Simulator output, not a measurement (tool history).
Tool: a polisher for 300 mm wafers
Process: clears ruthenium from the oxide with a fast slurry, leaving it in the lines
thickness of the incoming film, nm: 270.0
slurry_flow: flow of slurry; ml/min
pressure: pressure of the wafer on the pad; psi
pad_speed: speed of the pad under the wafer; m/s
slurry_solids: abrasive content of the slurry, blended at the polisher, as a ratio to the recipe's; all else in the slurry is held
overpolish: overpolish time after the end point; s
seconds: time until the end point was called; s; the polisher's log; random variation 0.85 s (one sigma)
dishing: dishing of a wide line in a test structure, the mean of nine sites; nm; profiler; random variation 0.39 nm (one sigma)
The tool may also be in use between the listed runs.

run  hour  slurry_flow  pressure  pad_speed  slurry_solids  overpolish  seconds  dishing
  1   0.0          250       2.6       1.30           1.00          17   58.375   62.348
  2   2.4          250       2.6       1.30           1.15          17   54.979   65.373
  3  11.1          250       2.5       1.30           1.15          14   56.970   55.721
  4  18.6          215       2.5       1.30           1.15          14   56.695   52.821
  5  25.3          215       2.5       1.00           1.15          14   75.431   43.104
  6  34.1          215       2.8       1.00           1.15          14   65.159   48.309
  7  42.4          205       2.8       1.00           1.15          12   67.414   40.786
  8  44.6          205       2.9       1.00           1.15          11   65.108   39.407
  9  53.4          205       3.0       1.00           1.15          10   64.610   36.899

Forecast run 10:
 10  57.9          205       3.1       1.00           1.15           9        ?        ?

Run 10 gave seconds 60.093 s, dishing 34.650 nm.
